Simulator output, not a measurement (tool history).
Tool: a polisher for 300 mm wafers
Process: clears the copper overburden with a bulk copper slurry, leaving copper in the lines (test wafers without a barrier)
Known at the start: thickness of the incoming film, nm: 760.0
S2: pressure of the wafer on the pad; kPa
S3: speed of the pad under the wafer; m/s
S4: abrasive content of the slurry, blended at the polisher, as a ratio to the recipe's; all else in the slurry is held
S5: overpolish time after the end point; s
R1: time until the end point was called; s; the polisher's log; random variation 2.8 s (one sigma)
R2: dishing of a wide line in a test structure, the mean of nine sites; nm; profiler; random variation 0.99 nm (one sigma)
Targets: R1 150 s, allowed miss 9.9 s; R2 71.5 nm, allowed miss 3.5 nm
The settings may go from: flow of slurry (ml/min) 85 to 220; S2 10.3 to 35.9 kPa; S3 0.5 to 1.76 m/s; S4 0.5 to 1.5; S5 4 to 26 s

{"run": 1, "day": 0.0, "flow of slurry (ml/min)": 140, "S2": 22.8, "S3": 1.12, "S4": 1, "S5": 13, "R1": 65.108, "R2": 90.955}
{"run": 2, "day": 0.262, "flow of slurry (ml/min)": 140, "S2": 20.7, "S3": 1.06, "S4": 1, "S5": 14, "R1": 73.965, "R2": 87.264}
{"run": 3, "day": 0.362, "flow of slurry (ml/min)": 140, "S2": 20.7, "S3": 1.06, "S4": 1.2, "S5": 14, "R1": 70.838, "R2": 88.573}
{"run": 4, "day": 0.588, "flow of slurry (ml/min)": 140, "S2": 17.9, "S3": 1.06, "S4": 1.2, "S5": 14, "R1": 81.154, "R2": 83.078}
{"run": 5, "day": 0.754, "flow of slurry (ml/min)": 140, "S2": 17.9, "S3": 1.06, "S4": 1.2, "S5": 18, "R1": 77.907, "R2": 95.808}
{"run": 6, "day": 0.971, "flow of slurry (ml/min)": 135, "S2": 16.5, "S3": 1, "S4": 1.2, "S5": 19, "R1": 89.54, "R2": 93.685}
{"run": 7, "day": 1.104, "flow of slurry (ml/min)": 130, "S2": 15.2, "S3": 0.96, "S4": 1.2, "S5": 19, "R1": 97.199, "R2": 85.23}
{"run": 8, "day": 1.446, "flow of slurry (ml/min)": 120, "S2": 10.3, "S3": 0.64, "S4": 1.15, "S5": 23, "R1": 177.38, "R2": 63.137}
{"run": 9, "day": 1.588, "flow of slurry (ml/min)": 125, "S2": 11, "S3": 0.64, "S4": 1.15, "S5": 23, "R1": 166.23, "R2": 66.605}
{"run": 10, "day": 1.679, "flow of slurry (ml/min)": 130, "S2": 11, "S3": 0.64, "S4": 1.15, "S5": 23, "R1": 162.8, "R2": 66.313}

Which of these 5 next moves meets every target?
{"run": "A", "day": 1.771, "flow of slurry (ml/min)": 95, "S2": 12.4, "S3": 0.5, "S4": 1.35, "S5": 25, "R1": "?", "R2": "?"}
{"run": "B", "day": 1.771, "flow of slurry (ml/min)": 85, "S2": 10.3, "S3": 0.74, "S4": 1, "S5": 24, "R1": "?", "R2": "?"}
{"run": "C", "day": 1.771, "flow of slurry (ml/min)": 135, "S2": 11.7, "S3": 0.64, "S4": 1.15, "S5": 19, "R1": "?", "R2": "?"}
{"run": "D", "day": 1.771, "flow of slurry (ml/min)": 125, "S2": 12.4, "S3": 0.66, "S4": 1.2, "S5": 22, "R1": "?", "R2": "?"}
{"run": "E", "day": 1.771, "flow of slurry (ml/min)": 100, "S2": 14.5, "S3": 0.5, "S4": 0.85, "S5": 22, "R1": "?", "R2": "?"}

move=A R1=177.12 R2=65.21
move=B R1=180.07 R2=61.534
move=C R1=152.8 R2=59.02
move=D R1=144.59 R2=68.875
move=E R1=180.71 R2=59.01
A: further off than the last run
B: further off than the last run
C: further off than the last run
D: meets every target
E: further off than the last run
The right move is D.
